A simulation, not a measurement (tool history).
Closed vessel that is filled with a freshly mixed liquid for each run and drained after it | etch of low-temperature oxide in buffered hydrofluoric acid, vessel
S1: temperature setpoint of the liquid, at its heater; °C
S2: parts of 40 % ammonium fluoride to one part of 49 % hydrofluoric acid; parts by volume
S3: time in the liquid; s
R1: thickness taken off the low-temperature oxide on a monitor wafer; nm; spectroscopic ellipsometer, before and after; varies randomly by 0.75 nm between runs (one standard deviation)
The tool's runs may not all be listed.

Run 1, day 0.000: S1 23.0 °C, S2 20.5 parts by volume, S3 30 s. Result: R1 71.083 nm.
Run 2, day 0.146: S1 23.0 °C, S2 20.5 parts by volume, S3 30 s. Result: R1 70.665 nm.
Run 3, day 0.229: S1 23.0 °C, S2 20.5 parts by volume, S3 30 s. Result: R1 70.560 nm.
Run 4, day 0.346: S1 23.0 °C, S2 16.5 parts by volume, S3 30 s. Result: R1 88.896 nm.
Run 5, day 0.608: S1 23.0 °C, S2 12.5 parts by volume, S3 30 s. Result: R1 116.990 nm.
Run 6, day 0.683: S1 21.5 °C, S2 12.5 parts by volume, S3 30 s. Result: R1 106.840 nm.
Run 7, day 0.721: S1 20.5 °C, S2 12.5 parts by volume, S3 30 s. Result: R1 101.850 nm.
Run 8, day 1.017: S1 19.5 °C, S2 12.5 parts by volume, S3 30 s. Result: R1 93.847 nm.

What does the tool deliver on the next run?
Run 9, day 1.275: S1 19.0 °C, S2 12.5 parts by volume, S3 30 s. Result: R1 ?.

Run 9 came out at R1 94.170 nm.
